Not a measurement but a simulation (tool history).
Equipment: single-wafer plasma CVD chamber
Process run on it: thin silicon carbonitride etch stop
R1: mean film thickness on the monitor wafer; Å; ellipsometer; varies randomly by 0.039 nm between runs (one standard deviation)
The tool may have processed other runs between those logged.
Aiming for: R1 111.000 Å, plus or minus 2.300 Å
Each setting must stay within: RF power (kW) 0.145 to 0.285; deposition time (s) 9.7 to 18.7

run 1 hour=0.0 | RF_power_(kW)=0.215 deposition_time_(s)=14.2 | R1=85.847
run 2 hour=3.5 | RF_power_(kW)=0.230 deposition_time_(s)=15.1 | R1=94.471
run 3 hour=10.2 | RF_power_(kW)=0.200 deposition_time_(s)=15.1 | R1=89.790
run 4 hour=12.8 | RF_power_(kW)=0.230 deposition_time_(s)=15.1 | R1=93.988
run 5 hour=16.6 | RF_power_(kW)=0.230 deposition_time_(s)=14.1 | R1=87.890
run 6 hour=25.4 | RF_power_(kW)=0.245 deposition_time_(s)=14.8 | R1=93.919
run 7 hour=28.0 | RF_power_(kW)=0.255 deposition_time_(s)=15.4 | R1=99.453
run 8 hour=32.3 | RF_power_(kW)=0.260 deposition_time_(s)=15.8 | R1=101.740
run 9 hour=35.7 | RF_power_(kW)=0.265 deposition_time_(s)=16.1 | R1=104.640
run 10 hour=42.1 | RF_power_(kW)=0.270 deposition_time_(s)=16.3 | R1=107.600
run 11 hour=48.1 | RF_power_(kW)=0.275 deposition_time_(s)=16.4 | R1=108.640

Pick the move, out of 5, that brings all results within their allowed miss; only one does.
run A hour=54.1 | RF_power_(kW)=0.270 deposition_time_(s)=16.2 | R1=?
run B hour=54.1 | RF_power_(kW)=0.285 deposition_time_(s)=16.0 | R1=?
run C hour=54.1 | RF_power_(kW)=0.265 deposition_time_(s)=16.0 | R1=?
run D hour=54.1 | RF_power_(kW)=0.285 deposition_time_(s)=16.5 | R1=?
run E hour=54.1 | RF_power_(kW)=0.275 deposition_time_(s)=16.2 | R1=?

move=A R1=106.150
move=B R1=106.770
move=C R1=104.170
move=D R1=110.110
move=E R1=106.810
A: the biggest miss grows against the last run
B: the biggest miss grows against the last run
C: the biggest miss grows against the last run
D: all results land within tolerance of their targets
E: the biggest miss grows against the last run
So the answer is move D, the one that meets all the targets.
